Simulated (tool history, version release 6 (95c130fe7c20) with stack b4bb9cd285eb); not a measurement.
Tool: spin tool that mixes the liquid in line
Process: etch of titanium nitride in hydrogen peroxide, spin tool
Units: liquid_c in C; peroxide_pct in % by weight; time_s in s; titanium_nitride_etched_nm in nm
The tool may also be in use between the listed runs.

Run 1, day 0: liquid_c 48 C, peroxide_pct 20 % by weight, time_s 265 s. Result: titanium_nitride_etched_nm 20.087 nm.
Run 2, day 0.25: liquid_c 49 C, peroxide_pct 20 % by weight, time_s 265 s. Result: titanium_nitride_etched_nm 21.679 nm.
Run 3, day 0.546: liquid_c 50 C, peroxide_pct 20 % by weight, time_s 265 s. Result: titanium_nitride_etched_nm 23.018 nm.
Run 4, day 0.875: liquid_c 47.5 C, peroxide_pct 20 % by weight, time_s 265 s. Result: titanium_nitride_etched_nm 19.216 nm.
Run 5, day 1.183: liquid_c 48.5 C, peroxide_pct 20 % by weight, time_s 265 s. Result: titanium_nitride_etched_nm 21.033 nm.
Run 6, day 1.329: liquid_c 49.5 C, peroxide_pct 20 % by weight, time_s 265 s. Result: titanium_nitride_etched_nm 22.358 nm.
Run 7, day 1.667: liquid_c 50.5 C, peroxide_pct 20 % by weight, time_s 265 s. Result: titanium_nitride_etched_nm 23.815 nm.
Run 8, day 1.962: liquid_c 51 C, peroxide_pct 20 % by weight, time_s 265 s. Result: titanium_nitride_etched_nm 24.558 nm.
Run 9, day 2.15: liquid_c 51.5 C, peroxide_pct 20 % by weight, time_s 265 s. Result: titanium_nitride_etched_nm 25.49 nm.
Run 10, day 2.521: liquid_c 52 C, peroxide_pct 20 % by weight, time_s 265 s. Result: titanium_nitride_etched_nm 26.344 nm.
Run 11, day 2.562: liquid_c 52.5 C, peroxide_pct 20 % by weight, time_s 265 s. Result: titanium_nitride_etched_nm 27.641 nm.

Run 12 comes next. What will it give?
Run 12, day 2.679: liquid_c 53 C, peroxide_pct 20 % by weight, time_s 265 s. Result: titanium_nitride_etched_nm ?.

titanium_nitride_etched_nm: 28.483 nm
